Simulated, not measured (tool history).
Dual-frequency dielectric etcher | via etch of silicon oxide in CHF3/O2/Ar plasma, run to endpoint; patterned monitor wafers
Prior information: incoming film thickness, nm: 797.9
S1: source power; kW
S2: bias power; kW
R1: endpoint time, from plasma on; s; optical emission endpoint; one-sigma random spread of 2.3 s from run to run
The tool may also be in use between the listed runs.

run	hour	S1	S2	R1
1	0.0	0.790	0.158	341.39
2	2.5	0.700	0.158	359.94
3	9.7	0.730	0.160	353.57
4	18.0	0.760	0.162	341.74
5	21.3	0.660	0.162	356.86
6	24.5	0.690	0.165	356.47
7	28.7	0.720	0.167	348.32
8	36.2	0.750	0.169	345.63
9	44.2	0.780	0.171	336.98
10	45.0	0.800	0.173	333.38
11	51.8	0.820	0.174	330.93

What will run 12 give?
12	57.8	0.840	0.175	?

{"run 12": {"R1": 328.28}}
